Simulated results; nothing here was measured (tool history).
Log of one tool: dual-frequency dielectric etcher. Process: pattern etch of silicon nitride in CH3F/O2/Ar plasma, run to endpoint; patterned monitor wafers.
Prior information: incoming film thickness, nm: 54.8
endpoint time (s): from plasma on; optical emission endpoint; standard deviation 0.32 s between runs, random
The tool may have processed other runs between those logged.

run	hour	source power (kW)	bias power (kW)	endpoint time (s)
1	0	0.34	0.09	77.946
2	2.8	0.32	0.087	81.319
3	8.5	0.3	0.086	84.933
4	17.2	0.29	0.086	87.128
5	19.7	0.32	0.086	82.12
6	20.5	0.35	0.086	77.798

For run 7, what comes out?
7	25.1	0.33	0.085	?

{"run 7": {"endpoint time (s)": 80.507}}

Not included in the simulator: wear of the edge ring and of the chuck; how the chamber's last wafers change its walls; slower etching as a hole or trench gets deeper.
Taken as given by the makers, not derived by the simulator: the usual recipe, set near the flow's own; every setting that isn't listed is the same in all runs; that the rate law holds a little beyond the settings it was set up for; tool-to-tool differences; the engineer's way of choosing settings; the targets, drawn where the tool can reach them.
